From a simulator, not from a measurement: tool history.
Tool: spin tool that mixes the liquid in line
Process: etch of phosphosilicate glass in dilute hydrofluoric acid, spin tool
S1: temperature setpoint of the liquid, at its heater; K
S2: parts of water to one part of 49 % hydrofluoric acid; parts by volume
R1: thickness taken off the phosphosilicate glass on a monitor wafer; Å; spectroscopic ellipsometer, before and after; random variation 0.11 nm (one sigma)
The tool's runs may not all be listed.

Run 1, day 0: S1 298.15 K, S2 175 parts by volume, time under the liquid (s) 15. Result: R1 159.15 Å.
Run 2, day 0.188: S1 300.15 K, S2 165 parts by volume, time under the liquid (s) 15. Result: R1 186.13 Å.
Run 3, day 0.229: S1 300.15 K, S2 115 parts by volume, time under the liquid (s) 15. Result: R1 283.89 Å.
Run 4, day 0.458: S1 300.15 K, S2 70 parts by volume, time under the liquid (s) 15. Result: R1 492.31 Å.
Run 5, day 0.717: S1 298.65 K, S2 70 parts by volume, time under the liquid (s) 15. Result: R1 467.14 Å.
Run 6, day 0.988: S1 298.65 K, S2 70 parts by volume, time under the liquid (s) 15. Result: R1 467.29 Å.
Run 7, day 1.212: S1 294.65 K, S2 105 parts by volume, time under the liquid (s) 15. Result: R1 252.62 Å.

Forecast run 8:
Run 8, day 1.346: S1 296.15 K, S2 105 parts by volume, time under the liquid (s) 15. Result: R1 ?.

Run 8 gave R1 271.11 Å.
